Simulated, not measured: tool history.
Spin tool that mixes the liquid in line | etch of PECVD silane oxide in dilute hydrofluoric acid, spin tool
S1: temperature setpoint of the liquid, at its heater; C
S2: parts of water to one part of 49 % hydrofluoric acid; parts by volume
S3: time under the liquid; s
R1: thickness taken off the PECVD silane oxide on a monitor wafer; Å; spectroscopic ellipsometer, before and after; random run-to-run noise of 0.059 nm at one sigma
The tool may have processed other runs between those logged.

run 1 hour=0 | S1=23 S2=300 S3=260 | R1=120.61
run 2 hour=4.9 | S1=23 S2=335 S3=260 | R1=105.49
run 3 hour=10.3 | S1=23 S2=335 S3=280 | R1=111.79
run 4 hour=19.1 | S1=21 S2=335 S3=280 | R1=105.02
run 5 hour=24.9 | S1=21 S2=335 S3=280 | R1=105.53
run 6 hour=28.3 | S1=24.5 S2=335 S3=280 | R1=118.9
run 7 hour=35.9 | S1=25.5 S2=335 S3=280 | R1=122.89
run 8 hour=39.3 | S1=26 S2=335 S3=280 | R1=125.36
run 9 hour=46.9 | S1=26.5 S2=335 S3=280 | R1=127.32
run 10 hour=50.1 | S1=26.5 S2=335 S3=280 | R1=126.71

For run 11, what comes out?
run 11 hour=52 | S1=27 S2=335 S3=280 | R1=?

R1: 128.1 Å

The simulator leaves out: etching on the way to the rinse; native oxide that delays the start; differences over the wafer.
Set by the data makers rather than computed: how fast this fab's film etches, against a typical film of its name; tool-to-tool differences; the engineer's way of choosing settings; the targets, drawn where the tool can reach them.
